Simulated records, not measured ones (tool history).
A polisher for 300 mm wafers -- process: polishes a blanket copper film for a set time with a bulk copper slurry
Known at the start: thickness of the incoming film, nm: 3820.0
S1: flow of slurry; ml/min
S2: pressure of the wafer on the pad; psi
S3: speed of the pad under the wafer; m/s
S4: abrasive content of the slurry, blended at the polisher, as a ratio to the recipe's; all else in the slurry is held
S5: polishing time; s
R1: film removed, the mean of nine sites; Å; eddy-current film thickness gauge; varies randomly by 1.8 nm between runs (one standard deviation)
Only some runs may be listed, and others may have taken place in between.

Run 1, day 0: S1 245 ml/min, S2 2.4 psi, S3 1.04 m/s, S4 1, S5 46 s. Result: R1 3453.5 Å.
Run 2, day 0.075: S1 245 ml/min, S2 2.4 psi, S3 0.92 m/s, S4 1, S5 46 s. Result: R1 3241.4 Å.
Run 3, day 0.275: S1 245 ml/min, S2 2.4 psi, S3 0.92 m/s, S4 1, S5 49 s. Result: R1 3390.2 Å.
Run 4, day 0.546: S1 245 ml/min, S2 2.3 psi, S3 0.92 m/s, S4 1, S5 49 s. Result: R1 3285.9 Å.
Run 5, day 0.592: S1 245 ml/min, S2 2.2 psi, S3 0.92 m/s, S4 1, S5 49 s. Result: R1 3172 Å.
Run 6, day 0.904: S1 245 ml/min, S2 2.1 psi, S3 0.92 m/s, S4 1, S5 49 s. Result: R1 3014.6 Å.
Run 7, day 1.071: S1 245 ml/min, S2 2 psi, S3 0.92 m/s, S4 1, S5 49 s. Result: R1 2865.2 Å.
Run 8, day 1.254: S1 245 ml/min, S2 1.9 psi, S3 0.92 m/s, S4 1, S5 49 s. Result: R1 2735.5 Å.
Run 9, day 1.396: S1 240 ml/min, S2 1.7 psi, S3 0.92 m/s, S4 1, S5 49 s. Result: R1 2459.5 Å.
Run 10, day 1.475: S1 235 ml/min, S2 1.7 psi, S3 0.92 m/s, S4 1, S5 49 s. Result: R1 2458.1 Å.

Run 11 is up next; what results do you expect?
Run 11, day 1.788: S1 230 ml/min, S2 1.7 psi, S3 0.92 m/s, S4 1, S5 49 s. Result: R1 ?.

R1: 2445.1 Å

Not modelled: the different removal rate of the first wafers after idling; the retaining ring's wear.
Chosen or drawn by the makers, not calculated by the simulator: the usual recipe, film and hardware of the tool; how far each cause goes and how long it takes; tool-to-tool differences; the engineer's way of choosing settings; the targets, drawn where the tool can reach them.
